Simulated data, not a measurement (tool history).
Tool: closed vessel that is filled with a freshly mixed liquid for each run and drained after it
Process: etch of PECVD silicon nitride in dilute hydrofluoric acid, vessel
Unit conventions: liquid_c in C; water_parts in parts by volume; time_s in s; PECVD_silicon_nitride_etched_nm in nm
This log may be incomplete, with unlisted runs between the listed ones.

run  hour  liquid_c  water_parts  time_s  PECVD_silicon_nitride_etched_nm
  1     0        26          270    1820                           44.035
  2   3.3        28          260    1820                           50.786
  3  11.4      25.5          260    1820                           43.679
  4  19.8      27.5          250    1820                           50.945
  5  24.7        29          240    1820                           59.183
  6  25.3        29          240    1945                           62.051
  7  33.6        30          235    1945                           66.838
  8    40        31          230    1945                           72.977
  9  42.6      31.5          230    1945                           76.019

Predict the results of run 10:
 10  47.6        32          230    1945                                ?

Run 10 came out at PECVD_silicon_nitride_etched_nm 77.401 nm.
